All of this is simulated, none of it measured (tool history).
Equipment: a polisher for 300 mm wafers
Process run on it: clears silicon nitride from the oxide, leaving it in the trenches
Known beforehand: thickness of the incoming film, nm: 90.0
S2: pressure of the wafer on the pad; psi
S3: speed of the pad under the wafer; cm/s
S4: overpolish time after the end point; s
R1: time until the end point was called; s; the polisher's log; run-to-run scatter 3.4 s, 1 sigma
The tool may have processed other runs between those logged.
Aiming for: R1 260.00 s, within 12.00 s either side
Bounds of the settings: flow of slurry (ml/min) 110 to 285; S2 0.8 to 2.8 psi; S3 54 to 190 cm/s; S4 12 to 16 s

Run 1, day 0.000: flow of slurry (ml/min) 180, S2 1.8 psi, S3 122 cm/s, S4 16 s. Result: R1 168.85 s.
Run 2, day 0.133: flow of slurry (ml/min) 180, S2 1.6 psi, S3 120 cm/s, S4 16 s. Result: R1 189.01 s.
Run 3, day 0.479: flow of slurry (ml/min) 180, S2 1.4 psi, S3 118 cm/s, S4 16 s. Result: R1 215.07 s.
Run 4, day 0.792: flow of slurry (ml/min) 180, S2 1.4 psi, S3 136 cm/s, S4 16 s. Result: R1 197.55 s.
Run 5, day 0.883: flow of slurry (ml/min) 180, S2 1.3 psi, S3 134 cm/s, S4 16 s. Result: R1 218.62 s.
Run 6, day 1.254: flow of slurry (ml/min) 180, S2 1.3 psi, S3 146 cm/s, S4 16 s. Result: R1 211.39 s.
Run 7, day 1.338: flow of slurry (ml/min) 180, S2 1.2 psi, S3 146 cm/s, S4 16 s. Result: R1 223.95 s.
Run 8, day 1.442: flow of slurry (ml/min) 175, S2 0.9 psi, S3 144 cm/s, S4 16 s. Result: R1 299.00 s.
Run 9, day 1.521: flow of slurry (ml/min) 185, S2 0.9 psi, S3 144 cm/s, S4 16 s. Result: R1 287.50 s.
Run 10, day 1.692: flow of slurry (ml/min) 195, S2 0.9 psi, S3 144 cm/s, S4 16 s. Result: R1 294.34 s.

Consider the 4 candidate settings below. Which is the only one whose results all fall within their allowed miss of target?
Run A, day 1.862: flow of slurry (ml/min) 190, S2 1.2 psi, S3 134 cm/s, S4 16 s. Result: R1 ?.
Run B, day 1.862: flow of slurry (ml/min) 210, S2 1.1 psi, S3 154 cm/s, S4 16 s. Result: R1 ?.
Run C, day 1.862: flow of slurry (ml/min) 185, S2 1.0 psi, S3 152 cm/s, S4 14 s. Result: R1 ?.
Run D, day 1.862: flow of slurry (ml/min) 190, S2 1.1 psi, S3 152 cm/s, S4 16 s. Result: R1 ?.

move      R1
   A  227.63
   B  221.10
   C  251.53
   D  228.24
A: the result that was furthest off in the last run now lies on the other side of its target
B: the result that was furthest off in the last run now lies on the other side of its target
C: meets every target
D: the result that was furthest off in the last run now lies on the other side of its target
C is the move that brings every result within its allowed miss.

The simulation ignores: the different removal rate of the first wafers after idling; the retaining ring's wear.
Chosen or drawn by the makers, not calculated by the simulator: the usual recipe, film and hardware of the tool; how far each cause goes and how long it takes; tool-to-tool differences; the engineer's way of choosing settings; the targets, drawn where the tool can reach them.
